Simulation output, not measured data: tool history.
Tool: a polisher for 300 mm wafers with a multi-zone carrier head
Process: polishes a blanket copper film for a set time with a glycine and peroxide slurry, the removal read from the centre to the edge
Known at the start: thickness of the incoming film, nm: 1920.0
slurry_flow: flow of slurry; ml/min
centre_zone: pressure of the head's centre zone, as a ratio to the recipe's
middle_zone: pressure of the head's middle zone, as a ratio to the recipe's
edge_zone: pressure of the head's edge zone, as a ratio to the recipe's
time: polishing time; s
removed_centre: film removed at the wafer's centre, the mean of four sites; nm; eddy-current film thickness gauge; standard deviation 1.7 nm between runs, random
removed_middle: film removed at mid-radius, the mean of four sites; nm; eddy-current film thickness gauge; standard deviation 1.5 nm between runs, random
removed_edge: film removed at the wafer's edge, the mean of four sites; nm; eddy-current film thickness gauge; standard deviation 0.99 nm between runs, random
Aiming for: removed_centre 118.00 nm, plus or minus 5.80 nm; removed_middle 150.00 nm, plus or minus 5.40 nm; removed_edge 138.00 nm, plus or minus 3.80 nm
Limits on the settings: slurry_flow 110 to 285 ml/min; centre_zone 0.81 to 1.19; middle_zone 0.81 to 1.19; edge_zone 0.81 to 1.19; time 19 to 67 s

Run 1, hour 0.0: slurry_flow 180 ml/min, centre_zone 1.00, middle_zone 1.00, edge_zone 1.00, time 43 s. Result: removed_centre 171.45 nm, removed_middle 171.01 nm, removed_edge 169.06 nm.
Run 2, hour 4.7: slurry_flow 170 ml/min, centre_zone 0.96, middle_zone 1.01, edge_zone 0.98, time 42 s. Result: removed_centre 155.78 nm, removed_middle 169.64 nm, removed_edge 164.39 nm.
Run 3, hour 9.9: slurry_flow 165 ml/min, centre_zone 0.94, middle_zone 1.01, edge_zone 0.96, time 41 s. Result: removed_centre 152.69 nm, removed_middle 165.49 nm, removed_edge 157.42 nm.
Run 4, hour 15.8: slurry_flow 165 ml/min, centre_zone 0.89, middle_zone 1.01, edge_zone 0.96, time 41 s. Result: removed_centre 140.23 nm, removed_middle 163.09 nm, removed_edge 157.99 nm.
Run 5, hour 23.4: slurry_flow 165 ml/min, centre_zone 0.89, middle_zone 1.01, edge_zone 1.02, time 41 s. Result: removed_centre 141.41 nm, removed_middle 162.99 nm, removed_edge 162.80 nm.
At hour 24.5: worn pad replaced by a new one.
Run 6, hour 24.5: slurry_flow 165 ml/min, centre_zone 0.89, middle_zone 0.96, edge_zone 1.02, time 41 s. Result: removed_centre 149.49 nm, removed_middle 166.26 nm, removed_edge 173.94 nm.
Run 7, hour 29.4: slurry_flow 160 ml/min, centre_zone 0.88, middle_zone 0.98, edge_zone 1.01, time 40 s. Result: removed_centre 143.88 nm, removed_middle 164.14 nm, removed_edge 167.70 nm.
Run 8, hour 33.5: slurry_flow 160 ml/min, centre_zone 0.88, middle_zone 0.98, edge_zone 1.01, time 40 s. Result: removed_centre 143.01 nm, removed_middle 164.88 nm, removed_edge 166.61 nm.

4 candidate next runs follow, results not yet known. Just one meets every target within its allowed miss. Identify it.
Run A, hour 37.6: slurry_flow 160 ml/min, centre_zone 0.85, middle_zone 1.06, edge_zone 0.95, time 34 s. Result: removed_centre ?, removed_middle ?, removed_edge ?.
Run B, hour 37.6: slurry_flow 150 ml/min, centre_zone 0.91, middle_zone 0.97, edge_zone 0.99, time 39 s. Result: removed_centre ?, removed_middle ?, removed_edge ?.
Run C, hour 37.6: slurry_flow 215 ml/min, centre_zone 0.98, middle_zone 1.10, edge_zone 0.93, time 32 s. Result: removed_centre ?, removed_middle ?, removed_edge ?.
Run D, hour 37.6: slurry_flow 120 ml/min, centre_zone 0.91, middle_zone 1.15, edge_zone 0.91, time 33 s. Result: removed_centre ?, removed_middle ?, removed_edge ?.

move  removed_centre  removed_middle  removed_edge
   A          119.03          146.20        137.44
   B          144.87          154.29        160.05
   C          134.31          146.77        131.21
   D          118.85          146.70        127.22
A: meets every target
B: nearer the targets than the last run, but a result is still out of spec
C: takes the biggest miss from the last run beyond its target
D: takes the biggest miss from the last run beyond its target
Move A is the one to make.

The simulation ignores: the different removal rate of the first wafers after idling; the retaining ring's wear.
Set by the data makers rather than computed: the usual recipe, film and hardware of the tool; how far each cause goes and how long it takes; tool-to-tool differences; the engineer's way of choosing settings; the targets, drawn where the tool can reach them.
